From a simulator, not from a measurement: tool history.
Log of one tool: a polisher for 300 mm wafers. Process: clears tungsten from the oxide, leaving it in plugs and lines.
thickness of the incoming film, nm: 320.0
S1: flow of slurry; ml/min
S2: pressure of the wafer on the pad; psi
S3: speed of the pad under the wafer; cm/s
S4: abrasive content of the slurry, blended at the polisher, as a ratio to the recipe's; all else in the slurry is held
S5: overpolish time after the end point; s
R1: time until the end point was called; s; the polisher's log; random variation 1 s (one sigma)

Run 1, hour 0.0: S1 130 ml/min, S2 4.1 psi, S3 108 cm/s, S4 1.0, S5 4 s. Result: R1 50.093 s.
Run 2, hour 9.0: S1 130 ml/min, S2 4.1 psi, S3 108 cm/s, S4 1.0, S5 3 s. Result: R1 49.617 s.
Run 3, hour 10.1: S1 125 ml/min, S2 3.6 psi, S3 106 cm/s, S4 1.0, S5 3 s. Result: R1 55.283 s.
Run 4, hour 19.0: S1 125 ml/min, S2 3.2 psi, S3 100 cm/s, S4 1.0, S5 3 s. Result: R1 64.147 s.
Run 5, hour 21.9: S1 125 ml/min, S2 4.2 psi, S3 100 cm/s, S4 1.0, S5 3 s. Result: R1 51.722 s.
Run 6, hour 25.7: S1 125 ml/min, S2 3.7 psi, S3 96 cm/s, S4 1.0, S5 3 s. Result: R1 58.790 s.

Run 7 comes next. What will it give?
Run 7, hour 27.6: S1 125 ml/min, S2 3.3 psi, S3 92 cm/s, S4 1.0, S5 3 s. Result: R1 ?.

R1: 65.890 s
